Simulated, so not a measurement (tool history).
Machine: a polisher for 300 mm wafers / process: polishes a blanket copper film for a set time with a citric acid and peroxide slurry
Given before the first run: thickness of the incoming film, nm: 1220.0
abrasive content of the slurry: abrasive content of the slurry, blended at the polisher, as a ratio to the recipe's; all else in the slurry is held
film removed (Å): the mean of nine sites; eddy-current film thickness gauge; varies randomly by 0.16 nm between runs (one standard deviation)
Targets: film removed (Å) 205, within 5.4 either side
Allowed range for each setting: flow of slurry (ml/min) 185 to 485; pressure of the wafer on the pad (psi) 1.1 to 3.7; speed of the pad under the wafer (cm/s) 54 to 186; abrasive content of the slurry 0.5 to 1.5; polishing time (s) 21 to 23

run,day,flow of slurry (ml/min),pressure of the wafer on the pad (psi),speed of the pad under the wafer (cm/s),abrasive content of the slurry,polishing time (s),film removed (Å)
1,0,310,2.4,118,1,23,438.91
2,0.042,310,2.2,114,1,23,398.45
3,0.15,310,2.2,92,1,23,330.78
4,0.208,310,2.2,92,1,23,328.12
5,0.375,250,2.2,92,1,23,322.44
6,0.533,250,2.2,66,1,23,229.92
7,0.658,245,2.2,66,1,23,235.13
8,0.829,245,2.2,66,1,23,233.41
9,0.858,240,2.1,66,1,23,222.73
10,0.996,235,1.9,66,1,23,211.74

5 candidate next runs follow, results not yet known. Just one meets every target within its allowed miss. Identify it.
A,1.133,280,2.1,62,1.05,23,?
B,1.133,225,1.8,70,1.25,22,?
C,1.133,230,1.8,78,1,21,?
D,1.133,225,1.9,64,1,23,?
E,1.133,285,2.4,62,0.95,22,?

move,film removed (Å)
A,221.05
B,219.43
C,218.8
D,205.23
E,225.43
A: lands further from the targets than the last run did
B: lands further from the targets than the last run did
C: lands further from the targets than the last run did
D: every result lands within tolerance
E: lands further from the targets than the last run did
Move D is the one to make.
